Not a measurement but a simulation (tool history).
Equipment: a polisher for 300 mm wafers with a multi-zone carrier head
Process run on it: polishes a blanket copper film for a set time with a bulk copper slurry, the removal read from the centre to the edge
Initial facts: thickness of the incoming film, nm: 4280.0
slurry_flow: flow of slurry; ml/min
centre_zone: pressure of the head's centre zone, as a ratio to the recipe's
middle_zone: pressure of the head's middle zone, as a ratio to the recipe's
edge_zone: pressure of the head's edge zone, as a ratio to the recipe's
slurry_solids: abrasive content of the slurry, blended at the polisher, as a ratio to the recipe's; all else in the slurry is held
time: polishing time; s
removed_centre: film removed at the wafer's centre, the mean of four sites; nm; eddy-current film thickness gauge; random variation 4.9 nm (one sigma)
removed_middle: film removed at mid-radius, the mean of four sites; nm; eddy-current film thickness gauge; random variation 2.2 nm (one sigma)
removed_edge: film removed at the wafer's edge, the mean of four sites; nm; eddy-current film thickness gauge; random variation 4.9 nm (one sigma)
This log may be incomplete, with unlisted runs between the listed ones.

run 1 hour=0 | slurry_flow=305 centre_zone=1 middle_zone=1 edge_zone=1 slurry_solids=1 time=45 | removed_centre=632.3 removed_middle=620.04 removed_edge=646.37
run 2 hour=1.2 | slurry_flow=260 centre_zone=1 middle_zone=1 edge_zone=1 slurry_solids=1 time=45 | removed_centre=620.95 removed_middle=608.01 removed_edge=625.34
run 3 hour=2.7 | slurry_flow=260 centre_zone=0.96 middle_zone=1 edge_zone=1 slurry_solids=1 time=45 | removed_centre=601.63 removed_middle=605.78 removed_edge=618.78
run 4 hour=4.7 | slurry_flow=260 centre_zone=0.96 middle_zone=1 edge_zone=1.04 slurry_solids=1 time=45 | removed_centre=596.46 removed_middle=613.77 removed_edge=636.11
run 5 hour=7.5 | slurry_flow=195 centre_zone=0.96 middle_zone=1 edge_zone=1.04 slurry_solids=1 time=45 | removed_centre=553.93 removed_middle=584.2 removed_edge=603.13
run 6 hour=8.1 | slurry_flow=185 centre_zone=0.96 middle_zone=1 edge_zone=1.04 slurry_solids=1 time=45 | removed_centre=562.72 removed_middle=575.34 removed_edge=600.07
run 7 hour=16.6 | slurry_flow=185 centre_zone=0.96 middle_zone=0.98 edge_zone=1.03 slurry_solids=0.95 time=44 | removed_centre=529.73 removed_middle=544.65 removed_edge=584.38
run 8 hour=22.6 | slurry_flow=190 centre_zone=0.98 middle_zone=0.97 edge_zone=1 slurry_solids=0.9 time=43 | removed_centre=536.11 removed_middle=521.75 removed_edge=571.26
run 9 hour=25.6 | slurry_flow=190 centre_zone=0.99 middle_zone=0.97 edge_zone=0.98 slurry_solids=0.85 time=41 | removed_centre=504.71 removed_middle=497.57 removed_edge=511.79
run 10 hour=33.6 | slurry_flow=190 centre_zone=0.99 middle_zone=0.97 edge_zone=0.98 slurry_solids=0.85 time=41 | removed_centre=503.64 removed_middle=489.92 removed_edge=522.56
run 11 hour=41.2 | slurry_flow=190 centre_zone=0.99 middle_zone=0.95 edge_zone=0.96 slurry_solids=0.8 time=40 | removed_centre=489.98 removed_middle=459.72 removed_edge=491.84
run 12 hour=49.4 | slurry_flow=190 centre_zone=0.98 middle_zone=0.93 edge_zone=0.95 slurry_solids=0.75 time=40 | removed_centre=478.68 removed_middle=448.01 removed_edge=491.39
run 13 hour=50.5 | slurry_flow=190 centre_zone=0.98 middle_zone=0.92 edge_zone=0.94 slurry_solids=0.7 time=40 | removed_centre=471.08 removed_middle=439.97 removed_edge=485.25
run 14 hour=52 | slurry_flow=190 centre_zone=0.98 middle_zone=0.91 edge_zone=0.93 slurry_solids=0.65 time=40 | removed_centre=451.57 removed_middle=427.85 removed_edge=458.91

Run 15 is up next; what results do you expect?
run 15 hour=60.4 | slurry_flow=190 centre_zone=0.99 middle_zone=0.9 edge_zone=0.93 slurry_solids=0.65 time=40 | removed_centre=? removed_middle=? removed_edge=?

Run 15 produced removed_centre 463.76 nm, removed_middle 421.69 nm, removed_edge 456 nm.
